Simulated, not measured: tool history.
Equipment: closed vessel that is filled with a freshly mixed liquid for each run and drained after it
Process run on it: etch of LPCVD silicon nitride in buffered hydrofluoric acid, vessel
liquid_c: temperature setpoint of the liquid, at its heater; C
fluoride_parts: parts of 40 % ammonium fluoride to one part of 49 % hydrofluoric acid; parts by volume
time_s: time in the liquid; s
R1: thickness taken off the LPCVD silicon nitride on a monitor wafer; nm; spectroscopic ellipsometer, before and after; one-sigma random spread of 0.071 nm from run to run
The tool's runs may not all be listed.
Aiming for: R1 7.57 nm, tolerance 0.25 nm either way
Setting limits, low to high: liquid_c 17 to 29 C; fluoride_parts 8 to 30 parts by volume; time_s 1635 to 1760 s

run 1 hour=0 | liquid_c=21 fluoride_parts=22.5 time_s=1635 | R1=9.4103
run 2 hour=8.5 | liquid_c=20.5 fluoride_parts=22.5 time_s=1635 | R1=9.1544
run 3 hour=12.8 | liquid_c=20 fluoride_parts=22.5 time_s=1635 | R1=8.9449
run 4 hour=18.2 | liquid_c=19.5 fluoride_parts=22.5 time_s=1635 | R1=8.5609
run 5 hour=26.4 | liquid_c=19.5 fluoride_parts=22.5 time_s=1635 | R1=8.5724
run 6 hour=34.3 | liquid_c=22.5 fluoride_parts=22.5 time_s=1635 | R1=10.258
-- hour=36.2 thermometer replaced
run 7 hour=36.2 | liquid_c=21.5 fluoride_parts=22.5 time_s=1635 | R1=9.0742
run 8 hour=43.7 | liquid_c=21 fluoride_parts=23 time_s=1635 | R1=8.5897
run 9 hour=46.2 | liquid_c=20.5 fluoride_parts=23 time_s=1635 | R1=8.4498
run 10 hour=51.1 | liquid_c=18 fluoride_parts=23.5 time_s=1635 | R1=7.099

Which single option among these 4 for the next run brings every result within its allowed miss of target? Just one does.
run A hour=56 | liquid_c=17 fluoride_parts=23 time_s=1705 | R1=?
run B hour=56 | liquid_c=17 fluoride_parts=25 time_s=1705 | R1=?
run C hour=56 | liquid_c=17.5 fluoride_parts=28.5 time_s=1760 | R1=?
run D hour=56 | liquid_c=18.5 fluoride_parts=23.5 time_s=1700 | R1=?

move=A R1=7.1178
move=B R1=6.7185
move=C R1=6.5173
move=D R1=7.6168
A: no better and no worse than the last run
B: the biggest miss grows against the last run
C: the biggest miss grows against the last run
D: every result lands within tolerance
D meets every target.
